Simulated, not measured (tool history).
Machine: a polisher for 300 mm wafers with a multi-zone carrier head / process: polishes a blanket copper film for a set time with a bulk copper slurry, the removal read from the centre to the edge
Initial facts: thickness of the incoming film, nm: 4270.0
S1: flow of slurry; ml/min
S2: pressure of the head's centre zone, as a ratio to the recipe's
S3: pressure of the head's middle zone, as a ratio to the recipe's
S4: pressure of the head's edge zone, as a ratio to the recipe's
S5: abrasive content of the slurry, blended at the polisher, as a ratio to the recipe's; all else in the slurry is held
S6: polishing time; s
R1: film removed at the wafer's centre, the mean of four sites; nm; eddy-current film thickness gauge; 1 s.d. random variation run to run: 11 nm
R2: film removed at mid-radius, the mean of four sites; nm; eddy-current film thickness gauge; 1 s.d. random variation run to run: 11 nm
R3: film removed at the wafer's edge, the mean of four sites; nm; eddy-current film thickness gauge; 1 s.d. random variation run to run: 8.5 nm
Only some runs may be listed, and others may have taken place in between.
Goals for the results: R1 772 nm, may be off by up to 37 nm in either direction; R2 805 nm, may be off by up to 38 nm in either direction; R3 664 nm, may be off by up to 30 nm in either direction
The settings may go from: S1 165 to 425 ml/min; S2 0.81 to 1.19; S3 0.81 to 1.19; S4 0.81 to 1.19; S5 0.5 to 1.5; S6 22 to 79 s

run 1 hour=0 | S1=275 S2=1 S3=1 S4=1 S5=1 S6=50 | R1=586.25 R2=614.62 R3=601.32
run 2 hour=2 | S1=275 S2=0.93 S3=1 S4=1 S5=1 S6=50 | R1=570.86 R2=622.66 R3=604.38
run 3 hour=3.2 | S1=285 S2=0.98 S3=1.03 S4=0.96 S5=1.1 S6=51 | R1=634.42 R2=641.59 R3=632.54
run 4 hour=4.1 | S1=285 S2=0.98 S3=0.96 S4=0.96 S5=1.1 S6=51 | R1=632.88 R2=626.58 R3=618.29
run 5 hour=10.3 | S1=305 S2=1 S3=1.02 S4=0.92 S5=1 S6=53 | R1=630.98 R2=654.62 R3=637.13
run 6 hour=14 | S1=305 S2=1 S3=1.02 S4=0.96 S5=1 S6=53 | R1=655.19 R2=668.52 R3=633.1
run 7 hour=19.5 | S1=330 S2=1 S3=1.05 S4=0.98 S5=1 S6=53 | R1=660.53 R2=685.13 R3=643.53
run 8 hour=20.7 | S1=355 S2=1.03 S3=1.09 S4=0.99 S5=0.95 S6=54 | R1=704.83 R2=732.51 R3=666.1

Which of these 5 next moves meets every target?
run A hour=21.9 | S1=340 S2=0.87 S3=1.16 S4=1.05 S5=0.5 S6=64 | R1=? R2=? R3=?
run B hour=21.9 | S1=270 S2=1.17 S3=0.98 S4=0.92 S5=1.4 S6=54 | R1=? R2=? R3=?
run C hour=21.9 | S1=375 S2=1.1 S3=1.17 S4=0.92 S5=0.9 S6=57 | R1=? R2=? R3=?
run D hour=21.9 | S1=385 S2=1.09 S3=1.01 S4=0.96 S5=1.05 S6=53 | R1=? R2=? R3=?
run E hour=21.9 | S1=305 S2=0.9 S3=0.95 S4=0.86 S5=1.25 S6=54 | R1=? R2=? R3=?

move=A R1=581.26 R2=768.08 R3=665.73
move=B R1=822.67 R2=700.27 R3=664.06
move=C R1=761.92 R2=799.16 R3=644.71
move=D R1=729.14 R2=681.28 R3=636.84
move=E R1=623.7 R2=673.88 R3=633.3
A: brings the last run's worst result on target, with another outside its allowed miss
B: the biggest miss grows against the last run
C: in spec on every target
D: the biggest miss grows against the last run
E: the biggest miss grows against the last run
Go with C: it meets all targets.
